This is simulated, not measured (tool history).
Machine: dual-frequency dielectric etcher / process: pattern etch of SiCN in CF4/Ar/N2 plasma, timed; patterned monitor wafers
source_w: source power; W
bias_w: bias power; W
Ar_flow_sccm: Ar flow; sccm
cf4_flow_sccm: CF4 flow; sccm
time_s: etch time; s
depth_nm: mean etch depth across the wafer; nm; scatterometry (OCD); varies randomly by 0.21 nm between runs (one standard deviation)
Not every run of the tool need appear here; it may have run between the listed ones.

Run 1, hour 0.0: source_w 500 W, bias_w 93 W, Ar_flow_sccm 99 sccm, cf4_flow_sccm 72 sccm, time_s 49 s. Result: depth_nm 52.655 nm.
Run 2, hour 4.1: source_w 450 W, bias_w 93 W, Ar_flow_sccm 99 sccm, cf4_flow_sccm 72 sccm, time_s 49 s. Result: depth_nm 47.709 nm.
Run 3, hour 5.7: source_w 430 W, bias_w 93 W, Ar_flow_sccm 99 sccm, cf4_flow_sccm 72 sccm, time_s 49 s. Result: depth_nm 45.917 nm.
Run 4, hour 6.2: source_w 430 W, bias_w 93 W, Ar_flow_sccm 109 sccm, cf4_flow_sccm 72 sccm, time_s 49 s. Result: depth_nm 45.142 nm.
Run 5, hour 7.0: source_w 430 W, bias_w 93 W, Ar_flow_sccm 92 sccm, cf4_flow_sccm 72 sccm, time_s 49 s. Result: depth_nm 45.971 nm.
Run 6, hour 14.0: source_w 420 W, bias_w 93 W, Ar_flow_sccm 92 sccm, cf4_flow_sccm 72 sccm, time_s 49 s. Result: depth_nm 45.083 nm.
Run 7, hour 15.4: source_w 410 W, bias_w 93 W, Ar_flow_sccm 92 sccm, cf4_flow_sccm 72 sccm, time_s 49 s. Result: depth_nm 44.292 nm.
Run 8, hour 16.8: source_w 350 W, bias_w 92 W, Ar_flow_sccm 92 sccm, cf4_flow_sccm 72 sccm, time_s 49 s. Result: depth_nm 37.955 nm.

What does the tool deliver on the next run?
At hour 18.6: Ar flow controller replaced.
Run 9, hour 18.6: source_w 350 W, bias_w 92 W, Ar_flow_sccm 92 sccm, cf4_flow_sccm 72 sccm, time_s 49 s. Result: depth_nm ?.

Run 9 came out at depth_nm 37.288 nm.
